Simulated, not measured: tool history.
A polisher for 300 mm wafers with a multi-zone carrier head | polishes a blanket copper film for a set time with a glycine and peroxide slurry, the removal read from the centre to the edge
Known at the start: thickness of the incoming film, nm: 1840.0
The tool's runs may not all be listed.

| run | hour | flow of slurry (ml/min) | pressure of the head's centre zone | pressure of the head's middle zone | pressure of the head's edge zone | polishing time (s) | film removed at the wafer's centre (Å) | film removed at mid-radius (Å) | film removed at the wafer's edge (Å) |
|---|---|---|---|---|---|---|---|---|---|
| 1 | 0 | 275 | 1 | 1 | 1 | 58 | 3122.2 | 3226.6 | 3283.6 |
| 2 | 4.9 | 245 | 1 | 1 | 1 | 58 | 3083.5 | 3398.4 | 3342.6 |
| 3 | 6.1 | 245 | 0.98 | 1.03 | 0.96 | 56 | 2907 | 3259.1 | 3141.9 |
| 4 | 9.4 | 245 | 0.98 | 1.03 | 0.96 | 48 | 2467.8 | 2739.6 | 2679.4 |
| 5 | 17.1 | 245 | 1.03 | 1.03 | 0.96 | 48 | 2633.5 | 2811.8 | 2614.6 |
| 6 | 23.3 | 245 | 1.03 | 1.03 | 0.99 | 48 | 2641.1 | 2838 | 2720.1 |
| 7 | 26.4 | 225 | 1.03 | 1.07 | 0.98 | 48 | 2615.2 | 2903.2 | 2677.2 |
| 8 | 33.7 | 210 | 1.02 | 1.11 | 0.98 | 48 | 2586.3 | 2931.9 | 2679.7 |

Forecast run 9:
| 9 | 37.4 | 195 | 1 | 1.13 | 0.95 | 49 | ? | ? | ? |

Run 9 gave film removed at the wafer's centre (Å) 2509.2, film removed at mid-radius (Å) 2917.4, film removed at the wafer's edge (Å) 2660.
